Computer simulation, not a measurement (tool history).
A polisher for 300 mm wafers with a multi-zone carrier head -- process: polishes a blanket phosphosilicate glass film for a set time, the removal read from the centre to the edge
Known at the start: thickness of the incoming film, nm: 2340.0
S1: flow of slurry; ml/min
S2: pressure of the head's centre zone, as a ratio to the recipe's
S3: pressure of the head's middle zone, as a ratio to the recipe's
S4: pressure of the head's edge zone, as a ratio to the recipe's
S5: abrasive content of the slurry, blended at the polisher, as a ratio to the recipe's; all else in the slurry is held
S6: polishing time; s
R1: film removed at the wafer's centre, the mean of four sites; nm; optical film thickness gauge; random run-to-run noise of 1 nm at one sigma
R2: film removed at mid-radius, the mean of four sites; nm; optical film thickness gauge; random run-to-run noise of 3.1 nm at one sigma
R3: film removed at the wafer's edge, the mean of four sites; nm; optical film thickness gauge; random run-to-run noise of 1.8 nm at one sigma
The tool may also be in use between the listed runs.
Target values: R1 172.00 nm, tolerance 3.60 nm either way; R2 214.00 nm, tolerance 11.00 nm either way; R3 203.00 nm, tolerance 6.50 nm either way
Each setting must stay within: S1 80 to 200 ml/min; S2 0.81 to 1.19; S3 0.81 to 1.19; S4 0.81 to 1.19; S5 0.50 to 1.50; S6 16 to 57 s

| run | hour | S1 | S2 | S3 | S4 | S5 | S6 | R1 | R2 | R3 |
|---|---|---|---|---|---|---|---|---|---|---|
| 1 | 0.0 | 130 | 1.00 | 1.00 | 1.00 | 1.00 | 36 | 354.20 | 360.58 | 362.08 |
| 2 | 2.3 | 115 | 0.94 | 1.00 | 0.95 | 0.85 | 33 | 263.31 | 290.03 | 277.72 |
| 3 | 5.1 | 115 | 0.94 | 1.07 | 0.95 | 0.85 | 33 | 262.78 | 300.12 | 281.06 |
| 4 | 13.6 | 105 | 0.90 | 1.04 | 0.94 | 0.75 | 33 | 221.18 | 258.46 | 250.93 |
| 5 | 18.6 | 100 | 0.87 | 1.03 | 0.90 | 0.70 | 33 | 197.72 | 239.68 | 229.34 |
| 6 | 21.3 | 95 | 0.86 | 1.01 | 0.87 | 0.70 | 33 | 191.53 | 232.94 | 218.74 |
| 7 | 23.0 | 90 | 0.85 | 1.00 | 0.86 | 0.70 | 33 | 185.61 | 226.96 | 218.35 |
| 8 | 24.2 | 90 | 0.84 | 0.99 | 0.84 | 0.70 | 33 | 182.81 | 223.15 | 215.73 |
| 9 | 28.8 | 90 | 0.84 | 0.99 | 0.83 | 0.70 | 33 | 185.06 | 220.85 | 210.63 |
| 10 | 34.0 | 85 | 0.83 | 0.99 | 0.83 | 0.70 | 33 | 174.87 | 213.04 | 211.19 |
| 11 | 41.0 | 85 | 0.83 | 1.00 | 0.82 | 0.70 | 33 | 177.32 | 215.85 | 209.11 |
| 12 | 48.7 | 85 | 0.83 | 1.01 | 0.82 | 0.70 | 33 | 175.90 | 220.55 | 210.19 |
| 13 | 56.5 | 85 | 0.83 | 1.00 | 0.81 | 0.65 | 33 | 164.58 | 200.31 | 193.30 |

Of the 4 settings listed for the next run, only one would bring every result within its allowed miss of target. Which one?
| A | 64.3 | 90 | 0.81 | 1.06 | 0.91 | 0.80 | 29 | ? | ? | ? |
| B | 64.3 | 105 | 0.81 | 0.99 | 0.82 | 0.80 | 27 | ? | ? | ? |
| C | 64.3 | 110 | 0.84 | 1.02 | 0.81 | 0.75 | 27 | ? | ? | ? |
| D | 64.3 | 80 | 0.83 | 0.92 | 0.82 | 0.55 | 45 | ? | ? | ? |

| move | R1 | R2 | R3 |
|---|---|---|---|
| A | 171.95 | 240.29 | 221.24 |
| B | 169.98 | 223.54 | 203.72 |
| C | 170.17 | 220.25 | 194.17 |
| D | 179.12 | 220.85 | 220.48 |
A: corrects the largest miss of the last run, while another result sits out of spec
B: every result lands within tolerance
C: corrects the largest miss of the last run, while another result sits out of spec
D: the result that was furthest off in the last run now lies on the other side of its target
Move B is the one to make.
